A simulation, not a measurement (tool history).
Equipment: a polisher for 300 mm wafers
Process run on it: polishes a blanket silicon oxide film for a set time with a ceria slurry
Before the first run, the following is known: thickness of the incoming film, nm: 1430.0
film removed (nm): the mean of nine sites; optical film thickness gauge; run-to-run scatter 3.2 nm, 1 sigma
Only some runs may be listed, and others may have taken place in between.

| run | hour | flow of slurry (ml/min) | pressure of the wafer on the pad (kPa) | speed of the pad under the wafer (m/s) | polishing time (s) | film removed (nm) |
|---|---|---|---|---|---|---|
| 1 | 0.0 | 195 | 23.4 | 1.28 | 33 | 155.74 |
| 2 | 0.8 | 195 | 26.2 | 1.30 | 33 | 169.16 |
| 3 | 5.8 | 195 | 29.0 | 1.34 | 33 | 199.87 |
| 4 | 7.4 | 195 | 30.3 | 1.34 | 33 | 201.91 |
| 5 | 12.1 | 175 | 30.3 | 1.34 | 33 | 196.94 |
| 6 | 19.4 | 220 | 30.3 | 1.34 | 33 | 202.43 |
| 7 | 23.9 | 220 | 31.7 | 1.36 | 33 | 215.47 |
|  | 24.8 | slurry nozzle cleaned |
| 8 | 24.8 | 220 | 33.1 | 1.36 | 33 | 237.42 |

Predict the results of run 9:
| 9 | 33.1 | 220 | 33.8 | 1.36 | 33 | ? |

film removed (nm): 245.12
